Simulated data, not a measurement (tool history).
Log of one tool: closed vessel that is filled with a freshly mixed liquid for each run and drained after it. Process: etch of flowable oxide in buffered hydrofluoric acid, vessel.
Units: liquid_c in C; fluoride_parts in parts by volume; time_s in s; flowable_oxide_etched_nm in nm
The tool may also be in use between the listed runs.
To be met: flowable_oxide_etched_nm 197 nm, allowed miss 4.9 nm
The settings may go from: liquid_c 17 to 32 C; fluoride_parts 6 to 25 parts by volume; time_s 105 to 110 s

run,hour,liquid_c,fluoride_parts,time_s,flowable_oxide_etched_nm
1,0,24,15.5,105,174.98
2,4.1,24,19.5,105,139.23
3,12.4,24,21,105,132.18
4,17.1,26,21,105,147.49
5,20.8,24,21,105,133.26
6,26.9,26,21,105,148.66
7,27.9,27,21,105,154.39
8,28.7,28,21,105,162.58
9,35.6,29,21,105,170.06
10,41.5,30,21,105,179.36
11,49.6,30.5,21,105,185.63

Which of these 5 next moves meets every target?
A,57.7,30,24.5,110,?
B,57.7,32,23.5,110,?
C,57.7,29.5,20.5,105,?
D,57.7,30,19,110,?
E,57.7,32,23.5,105,?

move,flowable_oxide_etched_nm
A,169.67
B,193.74
C,178.15
D,204.9
E,184.93
A: further off than the last run
B: meets every target
C: further off than the last run
D: takes the result that was furthest off past its target
E: further off than the last run
Answer: B

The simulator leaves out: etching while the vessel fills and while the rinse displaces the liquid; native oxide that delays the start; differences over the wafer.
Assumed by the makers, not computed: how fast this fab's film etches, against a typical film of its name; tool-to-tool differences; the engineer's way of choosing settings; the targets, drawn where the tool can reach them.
